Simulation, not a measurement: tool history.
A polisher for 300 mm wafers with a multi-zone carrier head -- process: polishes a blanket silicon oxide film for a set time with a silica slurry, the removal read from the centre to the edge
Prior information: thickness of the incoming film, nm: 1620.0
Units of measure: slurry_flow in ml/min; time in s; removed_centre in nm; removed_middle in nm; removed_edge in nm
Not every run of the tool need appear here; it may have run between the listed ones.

Run 1, day 0.000: slurry_flow 125 ml/min, centre_zone 1.00, middle_zone 1.00, edge_zone 1.00, slurry_solids 1.00, time 76 s. Result: removed_centre 292.97 nm, removed_middle 286.47 nm, removed_edge 283.31 nm.
Run 2, day 0.208: slurry_flow 125 ml/min, centre_zone 1.00, middle_zone 1.00, edge_zone 0.95, slurry_solids 1.00, time 76 s. Result: removed_centre 293.10 nm, removed_middle 284.17 nm, removed_edge 283.18 nm.
Run 3, day 0.238: slurry_flow 135 ml/min, centre_zone 1.00, middle_zone 1.02, edge_zone 0.96, slurry_solids 1.05, time 76 s. Result: removed_centre 301.89 nm, removed_middle 303.98 nm, removed_edge 296.04 nm.
Run 4, day 0.312: slurry_flow 135 ml/min, centre_zone 1.00, middle_zone 1.02, edge_zone 0.96, slurry_solids 1.05, time 91 s. Result: removed_centre 363.96 nm, removed_middle 363.46 nm, removed_edge 350.79 nm.
Run 5, day 0.612: slurry_flow 135 ml/min, centre_zone 1.00, middle_zone 1.04, edge_zone 0.95, slurry_solids 1.05, time 91 s. Result: removed_centre 368.01 nm, removed_middle 366.16 nm, removed_edge 343.90 nm.
Run 6, day 0.767: slurry_flow 135 ml/min, centre_zone 0.99, middle_zone 1.05, edge_zone 0.95, slurry_solids 1.05, time 91 s. Result: removed_centre 360.47 nm, removed_middle 362.72 nm, removed_edge 348.86 nm.
Run 7, day 0.817: slurry_flow 140 ml/min, centre_zone 0.98, middle_zone 1.07, edge_zone 0.93, slurry_solids 1.05, time 91 s. Result: removed_centre 367.28 nm, removed_middle 376.88 nm, removed_edge 340.49 nm.

Forecast run 8:
Run 8, day 0.858: slurry_flow 140 ml/min, centre_zone 0.98, middle_zone 1.07, edge_zone 0.93, slurry_solids 1.05, time 91 s. Result: removed_centre ?, removed_middle ?, removed_edge ?.

Run 8 gave removed_centre 365.32 nm, removed_middle 372.01 nm, removed_edge 347.32 nm.

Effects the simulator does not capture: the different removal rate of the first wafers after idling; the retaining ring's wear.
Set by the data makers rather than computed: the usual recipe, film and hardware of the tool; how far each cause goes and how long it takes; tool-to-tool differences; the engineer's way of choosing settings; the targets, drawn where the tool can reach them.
